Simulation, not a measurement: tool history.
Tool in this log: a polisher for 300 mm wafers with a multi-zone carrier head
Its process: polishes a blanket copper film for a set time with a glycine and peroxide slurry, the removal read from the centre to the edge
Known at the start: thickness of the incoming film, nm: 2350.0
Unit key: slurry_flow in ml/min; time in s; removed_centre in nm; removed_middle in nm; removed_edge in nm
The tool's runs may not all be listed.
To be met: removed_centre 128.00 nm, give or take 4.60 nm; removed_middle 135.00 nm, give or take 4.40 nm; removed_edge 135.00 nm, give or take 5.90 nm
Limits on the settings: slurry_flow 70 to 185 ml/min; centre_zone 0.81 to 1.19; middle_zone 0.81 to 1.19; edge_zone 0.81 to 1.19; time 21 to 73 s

run  hour  slurry_flow  centre_zone  middle_zone  edge_zone  time  removed_centre  removed_middle  removed_edge
  1   0.0          120         1.00         1.00       1.00    47          242.09          233.17        221.60
  2   1.4          130         1.00         1.00       1.00    47          248.33          235.59        227.03
  3   3.8          130         1.00         1.00       0.94    47          245.12          237.26        218.43
  4  10.0          130         1.00         1.00       0.94    56          298.80          278.98        264.84
  5  17.8          120         0.97         0.96       0.93    50          257.42          236.95        234.08
  6  21.9          120         0.97         0.96       0.93    55          276.99          260.22        252.37
  7  29.2          110         0.94         0.95       0.92    49          234.24          218.94        215.71
  8  31.3          105         0.91         0.95       0.93    45          206.84          203.45        202.27
  9  33.2          100         0.89         0.95       0.92    41          177.84          179.73        182.19
 10  35.0           95         0.88         0.95       0.90    39          166.77          169.59        162.86
 11  40.2           90         0.86         0.94       0.90    38          151.38          161.03        165.76
 12  47.1           90         0.86         0.94       0.88    37          151.40          156.93        159.11
 13  51.1           85         0.86         0.94       0.87    36          146.02          150.44        149.65
 14  56.7           80         0.85         0.94       0.86    36          137.86          145.88        145.69
 15  63.8           80         0.85         0.94       0.85    36          138.85          147.99        144.99
 16  66.0           80         0.85         0.93       0.84    36          137.55          146.59        146.65
 17  72.9           80         0.85         0.93       0.84    35          131.72          143.09        137.77
     75.3  -- centre zone pressure recalibrated
 18  75.3           80         0.85         0.92       0.84    35          121.35          140.49        138.98
 19  75.9           85         0.95         0.90       0.82    34          135.85          137.08        138.23
 20  81.5           70         0.92         0.91       0.82    34          120.69          129.81        130.98

5 next moves are on the table. One of them brings every result within its allowed miss. Which?
  A  87.1           70         1.00         0.90       0.88    34               ?               ?             ?
  B  87.1           70         0.84         0.94       0.81    34               ?               ?             ?
  C  87.1          105         1.01         0.97       0.81    29               ?               ?             ?
  D  87.1          110         0.93         0.95       0.97    30               ?               ?             ?
  E  87.1          120         0.97         0.86       0.83    29               ?               ?             ?

move  removed_centre  removed_middle  removed_edge
   A          131.53          124.82        137.39
   B          110.36          129.54        132.83
   C          133.34          130.31        124.08
   D          128.77          134.19        139.48
   E          133.11          122.11        128.54
A: brings the result that was furthest off to its target, and leaves another outside
B: the biggest miss grows against the last run
C: carries the result that was furthest off beyond its target, to the other side
D: all results in spec
E: carries the result that was furthest off beyond its target, to the other side
Correct choice: D, which meets every target

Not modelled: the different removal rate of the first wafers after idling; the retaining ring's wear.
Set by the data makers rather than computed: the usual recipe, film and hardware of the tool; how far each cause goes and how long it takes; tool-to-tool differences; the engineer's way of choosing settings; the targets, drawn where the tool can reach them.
